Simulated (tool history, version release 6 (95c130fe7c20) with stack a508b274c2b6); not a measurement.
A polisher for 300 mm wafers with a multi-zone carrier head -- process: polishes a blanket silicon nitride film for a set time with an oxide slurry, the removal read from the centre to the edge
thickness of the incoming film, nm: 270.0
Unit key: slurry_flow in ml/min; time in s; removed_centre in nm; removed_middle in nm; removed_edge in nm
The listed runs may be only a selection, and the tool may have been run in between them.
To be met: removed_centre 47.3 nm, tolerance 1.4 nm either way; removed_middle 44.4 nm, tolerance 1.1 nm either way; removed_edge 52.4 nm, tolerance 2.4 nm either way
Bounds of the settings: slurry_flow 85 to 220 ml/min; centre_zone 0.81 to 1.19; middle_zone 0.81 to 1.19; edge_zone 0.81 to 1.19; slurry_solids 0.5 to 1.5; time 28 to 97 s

run,hour,slurry_flow,centre_zone,middle_zone,edge_zone,slurry_solids,time,removed_centre,removed_middle,removed_edge
1,0,140,1,1,1,1,62,42.744,41.611,42.154
2,3.3,145,0.99,0.99,1.03,1.05,62,42.768,42.56,44.22
3,11.2,145,0.99,0.99,1.03,1.05,50,35.197,34.285,35.693
4,15.9,145,0.99,0.99,0.99,1.05,50,35.14,34.546,34.17
5,16.7,145,0.95,0.99,0.99,1.05,50,34.009,34.529,35.585
6,17.5,145,0.95,0.99,0.99,1.05,57,38.103,38.978,39.891
7,22.3,150,0.96,0.98,1.02,1.1,57,39.691,39.681,41.54
8,30.4,155,0.96,0.97,1.05,1.15,57,40.536,40.594,43.073
9,38.9,160,0.96,0.96,1.07,1.2,57,41.433,41.279,43.323
10,40.7,160,0.96,0.96,1.07,1.2,57,41.475,41.148,44.89
11,49.1,200,0.98,0.92,1.17,1.3,57,45.793,42.136,48.14
12,50.8,200,0.98,0.92,1.17,1.35,57,45.839,43.083,48.755
13,55.7,200,0.98,0.91,1.17,1.35,57,45.739,42.497,49.131
14,62.1,200,0.98,0.9,1.18,1.45,57,47.594,43.189,49.414
15,67,190,0.9,0.86,1.19,1.5,61,46.735,44.951,54.944

Pick the move, out of 5, that brings all results within their allowed miss; only one does.
A,71.9,180,0.9,0.83,1.16,1.45,65,?,?,?
B,71.9,180,0.93,0.86,1.1,1.45,62,?,?,?
C,71.9,195,0.89,0.93,1.17,1.5,59,?,?,?
D,71.9,205,0.97,0.98,1.06,1.4,57,?,?,?
E,71.9,195,0.9,0.89,1.16,1.4,59,?,?,?

move,removed_centre,removed_middle,removed_edge
A,48.409,45.604,56.584
B,47.703,44.699,52.504
C,44.574,46.272,52.572
D,46.155,45.802,47.38
E,44.001,43.662,51.138
A: the biggest miss grows against the last run
B: in spec on every target
C: the furthest-off result lands on target, but another misses its tolerance
D: takes the result that was furthest off past its target
E: the furthest-off result lands on target, but another misses its tolerance
Correct choice: B, which meets every target

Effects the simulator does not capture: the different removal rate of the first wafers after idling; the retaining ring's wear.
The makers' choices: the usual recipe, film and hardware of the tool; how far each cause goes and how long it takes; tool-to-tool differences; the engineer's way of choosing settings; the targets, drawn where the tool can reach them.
